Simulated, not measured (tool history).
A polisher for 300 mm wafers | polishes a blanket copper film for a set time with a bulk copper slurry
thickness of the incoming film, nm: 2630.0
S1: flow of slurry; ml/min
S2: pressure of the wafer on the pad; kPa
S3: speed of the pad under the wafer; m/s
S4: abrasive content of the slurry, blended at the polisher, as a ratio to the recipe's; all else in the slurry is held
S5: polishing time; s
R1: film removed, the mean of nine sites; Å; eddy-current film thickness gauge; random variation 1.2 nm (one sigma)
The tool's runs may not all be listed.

run,hour,S1,S2,S3,S4,S5,R1
1,0,160,17.9,0.86,1,24,1367.4
2,4.7,190,17.9,0.86,1,24,1402.6
3,6.2,190,16.5,0.86,1,24,1336.2
4,13.8,185,15.2,0.86,1,24,1265.2
5,21.7,185,13.8,0.86,1,24,1205.1
# hour 22.5: worn pad replaced by a new one
6,22.5,185,13.1,0.86,1,24,1224.5

Run 7 comes next. What will it give?
7,30.8,185,12.4,0.84,1,24,?

Run 7 gave R1 1149.7 Å.
